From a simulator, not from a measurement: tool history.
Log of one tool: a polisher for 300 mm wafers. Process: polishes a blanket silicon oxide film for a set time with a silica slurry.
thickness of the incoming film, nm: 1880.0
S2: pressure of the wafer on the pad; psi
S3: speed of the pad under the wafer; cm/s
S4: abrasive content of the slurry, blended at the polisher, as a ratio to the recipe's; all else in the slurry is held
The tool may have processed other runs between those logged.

Run 1, hour 0: flow of slurry (ml/min) 255, S2 3.5 psi, S3 142 cm/s, S4 1, polishing time (s) 118. Result: film removed (nm) 313.61.
Run 2, hour 1: flow of slurry (ml/min) 255, S2 3.5 psi, S3 122 cm/s, S4 1, polishing time (s) 118. Result: film removed (nm) 280.45.
Run 3, hour 2.9: flow of slurry (ml/min) 255, S2 3.9 psi, S3 124 cm/s, S4 1, polishing time (s) 118. Result: film removed (nm) 315.06.
Run 4, hour 9.6: flow of slurry (ml/min) 255, S2 3.9 psi, S3 124 cm/s, S4 1, polishing time (s) 118. Result: film removed (nm) 315.94.
Run 5, hour 17.2: flow of slurry (ml/min) 255, S2 3.9 psi, S3 124 cm/s, S4 0.85, polishing time (s) 118. Result: film removed (nm) 276.99.
Run 6, hour 22.3: flow of slurry (ml/min) 255, S2 4.3 psi, S3 134 cm/s, S4 0.85, polishing time (s) 118. Result: film removed (nm) 317.17.
Run 7, hour 25.4: flow of slurry (ml/min) 255, S2 4.3 psi, S3 134 cm/s, S4 0.85, polishing time (s) 118. Result: film removed (nm) 316.95.
Run 8, hour 32.7: flow of slurry (ml/min) 255, S2 4.6 psi, S3 146 cm/s, S4 0.85, polishing time (s) 118. Result: film removed (nm) 351.2.
Run 9, hour 39.2: flow of slurry (ml/min) 255, S2 4.8 psi, S3 158 cm/s, S4 0.85, polishing time (s) 118. Result: film removed (nm) 390.21.
Run 10, hour 45.3: flow of slurry (ml/min) 255, S2 4.8 psi, S3 158 cm/s, S4 0.85, polishing time (s) 118. Result: film removed (nm) 392.99.
Run 11, hour 49.2: flow of slurry (ml/min) 260, S2 5.4 psi, S3 180 cm/s, S4 0.85, polishing time (s) 118. Result: film removed (nm) 474.06.

Expected results for the next run?
Run 12, hour 51.3: flow of slurry (ml/min) 260, S2 5.4 psi, S3 184 cm/s, S4 0.85, polishing time (s) 118. Result: film removed (nm) ?.

film removed (nm): 490.49

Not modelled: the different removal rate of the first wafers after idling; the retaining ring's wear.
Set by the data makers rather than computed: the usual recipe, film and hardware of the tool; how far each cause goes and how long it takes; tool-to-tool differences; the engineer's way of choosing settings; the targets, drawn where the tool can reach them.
